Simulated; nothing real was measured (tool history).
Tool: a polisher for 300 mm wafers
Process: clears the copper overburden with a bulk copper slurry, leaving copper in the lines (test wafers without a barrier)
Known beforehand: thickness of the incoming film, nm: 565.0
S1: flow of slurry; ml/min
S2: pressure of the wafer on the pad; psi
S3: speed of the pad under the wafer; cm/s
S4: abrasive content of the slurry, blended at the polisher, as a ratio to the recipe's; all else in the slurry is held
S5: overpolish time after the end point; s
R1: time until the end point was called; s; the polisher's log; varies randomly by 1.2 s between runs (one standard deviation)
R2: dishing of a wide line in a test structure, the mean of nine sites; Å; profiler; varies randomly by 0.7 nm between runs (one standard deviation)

run  hour   S1   S2   S3  S4  S5      R1      R2
  1     0  220  1.7   98   1  12   109.3  358.47
  2     7  220  1.7   98   1  13  109.89   372.2
  3  11.2  220  1.7  106   1  13  102.88  392.71
  4  17.4  220  1.7   94   1  13  115.16  379.55
  5  20.9  185  1.7   94   1  13   116.5  363.17
  6  22.5  145  1.7   94   1  13  121.31  363.42
  7  24.1  145  1.7   94   1  14  123.01  367.32
  8  25.5  150  1.7   94   1  15  123.69  395.15

Run 9 has not been measured yet. What should we expect?
  9  30.7  150  1.7  94   1  15   ?   ?

R1: 122.56 s
R2: 392.94 Å
